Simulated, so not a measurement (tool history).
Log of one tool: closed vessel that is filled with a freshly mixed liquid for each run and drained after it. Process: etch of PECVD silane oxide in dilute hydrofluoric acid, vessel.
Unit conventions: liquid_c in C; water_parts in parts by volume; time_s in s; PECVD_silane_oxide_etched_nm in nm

run,day,liquid_c,water_parts,time_s,PECVD_silane_oxide_etched_nm
1,0,24,285,100,11.768
2,0.271,25.5,265,100,13.52
3,0.35,27,245,100,15.86
4,0.696,28,235,100,17.216
5,0.842,29,225,100,18.78
6,0.896,29.5,220,100,19.668
7,1.204,30,215,100,20.553

Estimate the outcome of run 8 from the log above:
8,1.346,30.5,210,100,?

Run 8 yielded PECVD_silane_oxide_etched_nm 21.661 nm.
